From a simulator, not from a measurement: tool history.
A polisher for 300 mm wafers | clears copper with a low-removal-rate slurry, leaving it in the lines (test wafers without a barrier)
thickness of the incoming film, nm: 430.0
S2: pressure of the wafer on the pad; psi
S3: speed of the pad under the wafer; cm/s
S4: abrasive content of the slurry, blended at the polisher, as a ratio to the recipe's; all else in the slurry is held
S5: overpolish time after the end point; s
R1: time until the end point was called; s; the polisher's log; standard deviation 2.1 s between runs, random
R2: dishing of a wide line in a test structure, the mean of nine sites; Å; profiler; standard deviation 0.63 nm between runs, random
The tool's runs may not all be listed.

{"run": 1, "hour": 0.0, "flow of slurry (ml/min)": 150, "S2": 4.1, "S3": 92, "S4": 1.0, "S5": 19, "R1": 108.38, "R2": 463.57}
{"run": 2, "hour": 5.2, "flow of slurry (ml/min)": 150, "S2": 3.9, "S3": 92, "S4": 1.0, "S5": 19, "R1": 112.55, "R2": 434.52}
{"run": 3, "hour": 8.3, "flow of slurry (ml/min)": 150, "S2": 3.7, "S3": 92, "S4": 1.0, "S5": 20, "R1": 118.88, "R2": 438.99}
{"run": 4, "hour": 13.1, "flow of slurry (ml/min)": 125, "S2": 3.7, "S3": 92, "S4": 1.0, "S5": 20, "R1": 125.06, "R2": 418.34}
{"run": 5, "hour": 17.8, "flow of slurry (ml/min)": 140, "S2": 3.7, "S3": 92, "S4": 1.0, "S5": 20, "R1": 122.93, "R2": 425.14}
{"run": 6, "hour": 26.3, "flow of slurry (ml/min)": 135, "S2": 3.6, "S3": 92, "S4": 1.0, "S5": 20, "R1": 121.34, "R2": 428.41}
{"hour": 27.7, "done": "slurry nozzle cleaned"}
{"run": 7, "hour": 27.7, "flow of slurry (ml/min)": 135, "S2": 3.4, "S3": 92, "S4": 1.0, "S5": 20, "R1": 126.42, "R2": 409.62}
{"run": 8, "hour": 35.7, "flow of slurry (ml/min)": 135, "S2": 3.3, "S3": 92, "S4": 1.0, "S5": 21, "R1": 131.33, "R2": 420.99}
{"run": 9, "hour": 37.9, "flow of slurry (ml/min)": 135, "S2": 3.2, "S3": 92, "S4": 1.0, "S5": 21, "R1": 131.76, "R2": 408.31}
{"run": 10, "hour": 39.2, "flow of slurry (ml/min)": 135, "S2": 3.1, "S3": 92, "S4": 1.0, "S5": 21, "R1": 140.37, "R2": 409.88}

The next listed run, before its measurement:
{"run": 11, "hour": 42.2, "flow of slurry (ml/min)": 135, "S2": 3.0, "S3": 92, "S4": 1.0, "S5": 21, "R1": "?", "R2": "?"}

Run 11 gave R1 142.45 s, R2 388.46 Å.

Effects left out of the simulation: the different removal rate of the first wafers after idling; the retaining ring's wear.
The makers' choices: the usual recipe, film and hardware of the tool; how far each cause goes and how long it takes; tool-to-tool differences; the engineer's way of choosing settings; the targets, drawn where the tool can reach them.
